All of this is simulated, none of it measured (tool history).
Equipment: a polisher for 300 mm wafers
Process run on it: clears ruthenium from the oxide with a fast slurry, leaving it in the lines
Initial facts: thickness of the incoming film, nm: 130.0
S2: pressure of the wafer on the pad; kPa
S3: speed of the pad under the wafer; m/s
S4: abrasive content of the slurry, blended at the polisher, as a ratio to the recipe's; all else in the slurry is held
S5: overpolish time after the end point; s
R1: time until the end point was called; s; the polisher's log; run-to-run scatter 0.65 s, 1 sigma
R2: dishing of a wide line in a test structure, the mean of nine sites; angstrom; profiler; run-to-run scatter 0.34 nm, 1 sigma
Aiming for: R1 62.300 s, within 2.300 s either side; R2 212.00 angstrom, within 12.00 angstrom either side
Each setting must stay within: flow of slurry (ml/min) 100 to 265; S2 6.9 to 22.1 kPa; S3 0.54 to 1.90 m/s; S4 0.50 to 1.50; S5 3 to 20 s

{"run": 1, "hour": 0.0, "flow of slurry (ml/min)": 170, "S2": 14.5, "S3": 1.22, "S4": 1.0, "S5": 10, "R1": 23.62, "R2": 451.96}
{"run": 2, "hour": 1.1, "flow of slurry (ml/min)": 195, "S2": 14.5, "S3": 1.22, "S4": 1.0, "S5": 10, "R1": 23.217, "R2": 453.94}
{"run": 3, "hour": 5.1, "flow of slurry (ml/min)": 190, "S2": 12.4, "S3": 1.1, "S4": 1.0, "S5": 10, "R1": 28.518, "R2": 377.43}
{"run": 4, "hour": 8.3, "flow of slurry (ml/min)": 190, "S2": 9.7, "S3": 1.1, "S4": 1.0, "S5": 10, "R1": 35.926, "R2": 305.98}
{"run": 5, "hour": 15.5, "flow of slurry (ml/min)": 190, "S2": 6.9, "S3": 1.1, "S4": 1.0, "S5": 10, "R1": 46.369, "R2": 236.19}
{"run": 6, "hour": 22.8, "flow of slurry (ml/min)": 180, "S2": 6.9, "S3": 1.02, "S4": 1.0, "S5": 10, "R1": 48.543, "R2": 223.19}
{"run": 7, "hour": 25.8, "flow of slurry (ml/min)": 175, "S2": 6.9, "S3": 0.94, "S4": 1.0, "S5": 11, "R1": 53.366, "R2": 227.54}
{"run": 8, "hour": 27.1, "flow of slurry (ml/min)": 165, "S2": 6.9, "S3": 0.92, "S4": 1.0, "S5": 11, "R1": 55.608, "R2": 222.51}
{"run": 9, "hour": 32.9, "flow of slurry (ml/min)": 155, "S2": 6.9, "S3": 0.92, "S4": 1.0, "S5": 11, "R1": 54.957, "R2": 220.61}
{"run": 10, "hour": 41.5, "flow of slurry (ml/min)": 155, "S2": 6.9, "S3": 0.74, "S4": 1.0, "S5": 12, "R1": 68.003, "R2": 192.51}
{"run": 11, "hour": 49.5, "flow of slurry (ml/min)": 180, "S2": 8.3, "S3": 0.74, "S4": 1.0, "S5": 12, "R1": 58.163, "R2": 222.82}

Pick the move, out of 5, that brings all results within their allowed miss; only one does.
{"run": "A", "hour": 57.5, "flow of slurry (ml/min)": 155, "S2": 7.6, "S3": 0.74, "S4": 1.0, "S5": 12, "R1": "?", "R2": "?"}
{"run": "B", "hour": 57.5, "flow of slurry (ml/min)": 175, "S2": 7.6, "S3": 0.78, "S4": 1.1, "S5": 12, "R1": "?", "R2": "?"}
{"run": "C", "hour": 57.5, "flow of slurry (ml/min)": 215, "S2": 11.7, "S3": 0.62, "S4": 1.0, "S5": 11, "R1": "?", "R2": "?"}
{"run": "D", "hour": 57.5, "flow of slurry (ml/min)": 150, "S2": 6.9, "S3": 0.86, "S4": 1.15, "S5": 13, "R1": "?", "R2": "?"}
{"run": "E", "hour": 57.5, "flow of slurry (ml/min)": 175, "S2": 10.3, "S3": 0.62, "S4": 1.2, "S5": 12, "R1": "?", "R2": "?"}

move=A R1=63.328 R2=213.89
move=B R1=57.303 R2=235.51
move=C R1=50.450 R2=244.82
move=D R1=56.739 R2=256.74
move=E R1=53.777 R2=250.32
A: meets every target
B: further off than the last run
C: further off than the last run
D: further off than the last run
E: further off than the last run
A meets every target.
